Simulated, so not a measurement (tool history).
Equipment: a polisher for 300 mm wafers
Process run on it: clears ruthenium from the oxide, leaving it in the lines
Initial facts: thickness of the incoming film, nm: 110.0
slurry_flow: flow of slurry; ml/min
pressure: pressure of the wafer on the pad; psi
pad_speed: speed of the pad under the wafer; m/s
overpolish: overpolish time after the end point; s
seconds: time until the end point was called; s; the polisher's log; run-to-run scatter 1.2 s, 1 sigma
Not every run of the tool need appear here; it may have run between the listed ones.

run  hour  slurry_flow  pressure  pad_speed  overpolish  seconds
  1     0          230       1.9       0.82          40   174.55
  2   1.7          230       1.9       0.74          40   191.55
  3  10.1          230       2.1       0.74          40   183.65
  4  17.3          230       2.3       0.76          40   166.19
  5  21.7          230       2.3       0.76          40   167.94
  6  23.1          230       2.3       0.76          44   169.29

What does the tool deliver on the next run?
     29.8  -- head pressure recalibrated
  7  29.8          230       2.5       0.76          44        ?

seconds: 149.34 s
